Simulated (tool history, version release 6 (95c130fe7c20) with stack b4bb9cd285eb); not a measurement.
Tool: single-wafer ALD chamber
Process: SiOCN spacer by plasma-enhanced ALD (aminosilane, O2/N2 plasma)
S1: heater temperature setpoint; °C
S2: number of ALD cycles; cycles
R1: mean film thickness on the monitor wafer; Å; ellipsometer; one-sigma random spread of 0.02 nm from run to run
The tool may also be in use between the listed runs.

Run 1, hour 0: S1 415 °C, S2 91 cycles. Result: R1 48.541 Å.
Run 2, hour 6.2: S1 415 °C, S2 78 cycles. Result: R1 41.573 Å.
Run 3, hour 11.2: S1 409 °C, S2 84 cycles. Result: R1 45.799 Å.
Run 4, hour 16.2: S1 401 °C, S2 84 cycles. Result: R1 46.597 Å.
Run 5, hour 23.4: S1 401 °C, S2 75 cycles. Result: R1 41.725 Å.
Run 6, hour 31.2: S1 401 °C, S2 80 cycles. Result: R1 44.619 Å.

The next listed run, before its measurement:
Run 7, hour 35.5: S1 392 °C, S2 94 cycles. Result: R1 ?.

{"run 7": {"R1": 52.382}}

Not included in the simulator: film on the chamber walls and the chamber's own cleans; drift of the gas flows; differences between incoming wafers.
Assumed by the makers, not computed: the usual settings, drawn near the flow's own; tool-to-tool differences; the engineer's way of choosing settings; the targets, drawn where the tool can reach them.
